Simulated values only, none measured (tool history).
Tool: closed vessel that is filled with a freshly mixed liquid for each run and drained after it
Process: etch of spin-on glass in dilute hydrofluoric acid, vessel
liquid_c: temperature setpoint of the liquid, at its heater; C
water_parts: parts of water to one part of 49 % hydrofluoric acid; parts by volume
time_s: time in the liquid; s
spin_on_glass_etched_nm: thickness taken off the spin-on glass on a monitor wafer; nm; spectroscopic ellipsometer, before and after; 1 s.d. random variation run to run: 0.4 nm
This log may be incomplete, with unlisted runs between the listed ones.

run  hour  liquid_c  water_parts  time_s  spin_on_glass_etched_nm
  1   0.0      22.0          100      90                   52.261
  2   1.2      22.0          130      90                   38.255
  3   3.9      22.0          160      90                   30.395
  4  11.0      22.0          145      90                   33.690
  5  17.5      22.0          145     100                   37.878
  6  25.4      24.0          145     100                   41.005

Run 7 comes next. What will it give?
  7  27.9      25.5          135     100                        ?

Run 7 measured spin_on_glass_etched_nm 47.488 nm.
